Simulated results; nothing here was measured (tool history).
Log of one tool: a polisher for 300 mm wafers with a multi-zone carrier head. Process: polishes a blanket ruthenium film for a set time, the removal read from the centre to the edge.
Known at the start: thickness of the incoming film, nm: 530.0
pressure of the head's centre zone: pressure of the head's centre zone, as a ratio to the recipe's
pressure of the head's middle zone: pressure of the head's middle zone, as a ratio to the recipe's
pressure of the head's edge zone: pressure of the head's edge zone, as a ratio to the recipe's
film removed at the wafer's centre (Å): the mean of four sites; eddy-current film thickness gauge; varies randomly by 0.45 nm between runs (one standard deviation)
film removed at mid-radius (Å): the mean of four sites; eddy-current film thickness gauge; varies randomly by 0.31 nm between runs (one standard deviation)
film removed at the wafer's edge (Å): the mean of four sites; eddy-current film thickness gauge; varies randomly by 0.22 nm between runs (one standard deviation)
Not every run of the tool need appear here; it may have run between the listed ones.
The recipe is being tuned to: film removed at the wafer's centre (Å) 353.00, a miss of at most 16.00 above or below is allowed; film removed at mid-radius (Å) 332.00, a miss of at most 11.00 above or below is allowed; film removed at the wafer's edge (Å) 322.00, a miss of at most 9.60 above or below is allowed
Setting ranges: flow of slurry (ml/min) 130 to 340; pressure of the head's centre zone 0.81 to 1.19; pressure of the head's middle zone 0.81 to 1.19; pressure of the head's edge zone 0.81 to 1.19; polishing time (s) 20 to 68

run,hour,flow of slurry (ml/min),pressure of the head's centre zone,pressure of the head's middle zone,pressure of the head's edge zone,polishing time (s),film removed at the wafer's centre (Å),film removed at mid-radius (Å),film removed at the wafer's edge (Å)
1,0.0,220,1.00,1.00,1.00,44,486.95,475.57,479.88
2,4.3,220,1.00,1.04,1.00,44,485.02,503.44,480.40
3,6.5,220,1.00,1.02,0.96,40,447.77,438.00,432.08
4,7.3,220,0.92,1.02,0.96,40,406.68,440.54,427.30
5,14.3,220,0.94,1.02,0.93,37,375.90,405.07,391.78
6,18.5,220,0.97,1.02,0.90,35,379.25,390.23,368.64
7,22.0,215,0.97,1.00,0.88,34,363.28,365.98,356.82
8,28.6,210,0.98,1.00,0.86,33,351.77,364.39,340.94
9,30.7,210,0.98,1.00,0.86,33,352.95,355.27,335.30
10,34.2,200,0.99,0.99,0.86,33,361.35,356.68,339.07

Pick the move, out of 5, that brings all results within their allowed miss; only one does.
A,37.7,175,0.94,1.01,0.81,37,?,?,?
B,37.7,185,1.12,1.01,0.81,32,?,?,?
C,37.7,160,1.05,1.12,0.81,33,?,?,?
D,37.7,175,1.09,1.07,0.81,32,?,?,?
E,37.7,210,1.00,0.94,0.82,32,?,?,?

move,film removed at the wafer's centre (Å),film removed at mid-radius (Å),film removed at the wafer's edge (Å)
A,383.37,400.41,367.95
B,394.97,347.82,319.47
C,376.99,383.51,325.65
D,382.60,361.87,317.99
E,358.55,333.35,323.89
A: lands further from the targets than the last run did
B: lands further from the targets than the last run did
C: lands further from the targets than the last run did
D: lands further from the targets than the last run did
E: every result within its allowed miss
The right move is E.
